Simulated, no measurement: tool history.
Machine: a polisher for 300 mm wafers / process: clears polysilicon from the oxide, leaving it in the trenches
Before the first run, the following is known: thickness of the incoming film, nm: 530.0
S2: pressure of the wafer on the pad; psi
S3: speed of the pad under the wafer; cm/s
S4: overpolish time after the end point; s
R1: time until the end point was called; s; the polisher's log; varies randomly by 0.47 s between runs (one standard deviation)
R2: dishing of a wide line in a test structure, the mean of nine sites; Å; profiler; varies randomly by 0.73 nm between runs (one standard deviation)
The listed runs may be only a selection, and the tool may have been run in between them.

Run 1, day 0: flow of slurry (ml/min) 270, S2 2.2 psi, S3 98 cm/s, S4 13 s. Result: R1 50.345 s, R2 408.17 Å.
Run 2, day 0.192: flow of slurry (ml/min) 270, S2 2.3 psi, S3 98 cm/s, S4 13 s. Result: R1 47.246 s, R2 420.04 Å.
Run 3, day 0.55: flow of slurry (ml/min) 220, S2 2.3 psi, S3 98 cm/s, S4 13 s. Result: R1 49.035 s, R2 428.41 Å.
Run 4, day 0.596: flow of slurry (ml/min) 185, S2 2.3 psi, S3 98 cm/s, S4 13 s. Result: R1 49.648 s, R2 424.22 Å.
Run 5, day 0.688: flow of slurry (ml/min) 190, S2 2.4 psi, S3 98 cm/s, S4 12 s. Result: R1 47.499 s, R2 408.05 Å.
Run 6, day 0.75: flow of slurry (ml/min) 190, S2 2.4 psi, S3 78 cm/s, S4 12 s. Result: R1 60.02 s, R2 396.42 Å.
Run 7, day 0.796: flow of slurry (ml/min) 190, S2 2.6 psi, S3 78 cm/s, S4 13 s. Result: R1 53.895 s, R2 403.83 Å.

Run 8, settings as shown, results not yet in. Your forecast:
Run 8, day 1.046: flow of slurry (ml/min) 190, S2 2.8 psi, S3 78 cm/s, S4 14 s. Result: R1 ?, R2 ?.

R1: 49.43 s
R2: 416.25 Å
